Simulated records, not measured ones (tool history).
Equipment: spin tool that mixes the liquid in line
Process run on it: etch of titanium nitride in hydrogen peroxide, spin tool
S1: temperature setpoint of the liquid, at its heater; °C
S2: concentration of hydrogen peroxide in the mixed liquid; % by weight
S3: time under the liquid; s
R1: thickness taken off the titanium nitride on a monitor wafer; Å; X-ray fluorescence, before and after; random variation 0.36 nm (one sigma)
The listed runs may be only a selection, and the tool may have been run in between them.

run,hour,S1,S2,S3,R1
1,0,52,21.5,235,216.53
2,1.9,55,21.5,235,264.65
3,8.7,55,26,235,282.22
4,13.1,55,30,235,288.48
5,21.2,55,30,235,288.39
6,26.2,51.5,30,235,222.4
7,30.8,54.5,30,235,279.81

Forecast run 8:
8,33.7,62.5,30,235,?

R1: 480.08 Å

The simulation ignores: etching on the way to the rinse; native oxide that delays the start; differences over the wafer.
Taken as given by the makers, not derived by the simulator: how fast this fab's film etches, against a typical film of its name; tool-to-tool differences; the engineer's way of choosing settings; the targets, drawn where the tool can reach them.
